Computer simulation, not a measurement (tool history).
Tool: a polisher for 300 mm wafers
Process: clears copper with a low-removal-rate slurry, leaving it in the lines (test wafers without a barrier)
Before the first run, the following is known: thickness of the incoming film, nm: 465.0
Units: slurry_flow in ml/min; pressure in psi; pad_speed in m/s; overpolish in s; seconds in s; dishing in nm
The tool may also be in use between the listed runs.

run,hour,slurry_flow,pressure,pad_speed,slurry_solids,overpolish,seconds,dishing
1,0.0,230,3.2,1.32,1.00,18,95.569,40.291
2,0.8,230,3.2,1.44,1.00,18,86.949,43.383
3,5.3,230,3.8,1.44,1.00,18,74.616,45.916
4,13.5,220,4.1,1.24,0.95,15,81.811,40.631
5,22.2,220,3.4,1.24,0.95,15,95.669,35.382
6,29.1,220,3.4,1.46,0.95,15,83.104,39.503
7,35.1,200,3.4,1.40,0.85,13,88.771,33.658

Expected results for the next run?
8,36.8,185,3.0,1.50,0.75,11,?,?

seconds: 98.543 s
dishing: 29.671 nm

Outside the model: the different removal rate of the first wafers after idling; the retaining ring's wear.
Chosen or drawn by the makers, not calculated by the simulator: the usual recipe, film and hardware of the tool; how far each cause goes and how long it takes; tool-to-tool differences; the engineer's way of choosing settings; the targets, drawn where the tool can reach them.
